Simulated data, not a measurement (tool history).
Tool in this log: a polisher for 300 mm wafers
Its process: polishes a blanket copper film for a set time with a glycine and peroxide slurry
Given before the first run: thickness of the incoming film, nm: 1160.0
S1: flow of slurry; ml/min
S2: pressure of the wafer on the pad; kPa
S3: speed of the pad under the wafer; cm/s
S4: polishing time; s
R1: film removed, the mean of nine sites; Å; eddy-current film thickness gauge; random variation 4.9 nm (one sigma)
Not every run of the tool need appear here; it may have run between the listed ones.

{"run": 1, "hour": 0.0, "S1": 180, "S2": 22.1, "S3": 126, "S4": 73, "R1": 5317.1}
{"run": 2, "hour": 2.4, "S1": 175, "S2": 20.7, "S3": 126, "S4": 73, "R1": 5014.8}
{"run": 3, "hour": 4.2, "S1": 175, "S2": 20, "S3": 126, "S4": 73, "R1": 4888.6}
{"run": 4, "hour": 7.9, "S1": 175, "S2": 20, "S3": 126, "S4": 73, "R1": 4891.9}
{"run": 5, "hour": 14.3, "S1": 175, "S2": 19.3, "S3": 126, "S4": 73, "R1": 4763.5}
{"run": 6, "hour": 22.0, "S1": 175, "S2": 19.3, "S3": 126, "S4": 76, "R1": 4973.5}
{"run": 7, "hour": 30.5, "S1": 175, "S2": 18.6, "S3": 126, "S4": 76, "R1": 4767.2}

Run 8, settings as shown, results not yet in. Your forecast:
{"run": 8, "hour": 31.7, "S1": 175, "S2": 17.9, "S3": 126, "S4": 76, "R1": "?"}

R1: 4624.1 Å
